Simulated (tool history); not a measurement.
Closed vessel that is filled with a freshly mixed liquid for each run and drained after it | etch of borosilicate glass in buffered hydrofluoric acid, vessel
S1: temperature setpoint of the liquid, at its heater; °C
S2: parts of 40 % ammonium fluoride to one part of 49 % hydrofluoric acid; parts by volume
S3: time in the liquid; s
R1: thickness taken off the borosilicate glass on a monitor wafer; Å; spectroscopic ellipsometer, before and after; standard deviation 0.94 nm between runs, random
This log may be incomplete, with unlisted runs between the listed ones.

run,hour,S1,S2,S3,R1
1,0,25,13,95,971.84
2,5.5,28,13,95,1135.8
3,14.2,28,13,95,1146
4,17.7,28,15,95,994.74
5,25.7,28,15,105,1108.3
6,30.9,28,15,105,1092.7

Run 7 is up next; what results do you expect?
7,38.7,28.5,15,105,?

R1: 1123.1 Å
